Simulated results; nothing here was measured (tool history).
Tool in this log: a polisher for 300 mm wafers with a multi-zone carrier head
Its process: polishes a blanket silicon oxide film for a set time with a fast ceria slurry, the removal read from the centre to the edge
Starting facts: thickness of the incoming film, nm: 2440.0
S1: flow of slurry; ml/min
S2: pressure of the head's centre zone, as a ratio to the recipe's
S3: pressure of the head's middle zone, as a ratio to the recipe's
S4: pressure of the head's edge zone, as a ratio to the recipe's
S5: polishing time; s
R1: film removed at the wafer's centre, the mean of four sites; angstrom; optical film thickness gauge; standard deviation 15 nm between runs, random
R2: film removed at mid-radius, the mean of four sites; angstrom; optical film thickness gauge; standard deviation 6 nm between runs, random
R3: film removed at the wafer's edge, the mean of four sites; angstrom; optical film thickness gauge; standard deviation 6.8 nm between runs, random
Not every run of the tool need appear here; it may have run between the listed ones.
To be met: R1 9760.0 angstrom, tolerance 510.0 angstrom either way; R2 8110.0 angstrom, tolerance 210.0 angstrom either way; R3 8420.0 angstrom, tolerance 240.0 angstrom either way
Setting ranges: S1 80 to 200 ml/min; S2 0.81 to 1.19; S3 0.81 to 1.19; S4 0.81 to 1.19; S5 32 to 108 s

run  hour   S1    S2    S3    S4  S5       R1       R2       R3
  1   0.0  130  1.00  1.00  1.00  70  10342.0  10259.0  10242.0
  2   6.7  130  1.00  1.00  0.95  70  10241.0  10336.0   9967.4
  3  10.6  120  1.03  0.96  0.92  69  10206.0   9740.0   9558.2
  4  18.5  100  1.03  0.96  0.92  69  10021.0   9250.7   9379.6
  5  24.6  100  1.03  0.96  0.84  69   9824.6   9287.4   9022.5
  6  27.7  100  1.03  0.96  0.91  69   9654.9   9366.2   9300.2
  7  30.0  100  1.05  0.93  0.89  68  10070.0   8834.8   8880.9
  8  31.0   95  1.05  0.92  0.88  68   9936.6   8686.1   8890.0
  9  39.0   90  1.05  0.91  0.87  68   9796.0   8506.4   8938.7
 10  47.0   90  1.06  0.91  0.86  67   9372.0   8407.6   8599.6
 11  49.3   90  1.08  0.90  0.86  67   9666.4   8373.6   8636.4

4 next moves are on the table. One of them brings every result within its allowed miss. Which?
  A  51.6  145  1.10  0.91  0.91  59   ?   ?   ?
  B  51.6   80  1.04  1.03  0.81  66   ?   ?   ?
  C  51.6  140  1.13  0.94  0.87  64   ?   ?   ?
  D  51.6  105  1.10  0.94  0.87  65   ?   ?   ?

move       R1      R2      R3
   A   9798.2  8224.3  8418.6
   B   8950.0  8990.3  8177.6
   C  10846.0  9108.2  8903.5
   D  10044.0  8739.5  8690.1
A: all results land within tolerance of their targets
B: the biggest miss grows against the last run
C: the biggest miss grows against the last run
D: the biggest miss grows against the last run
Answer: A
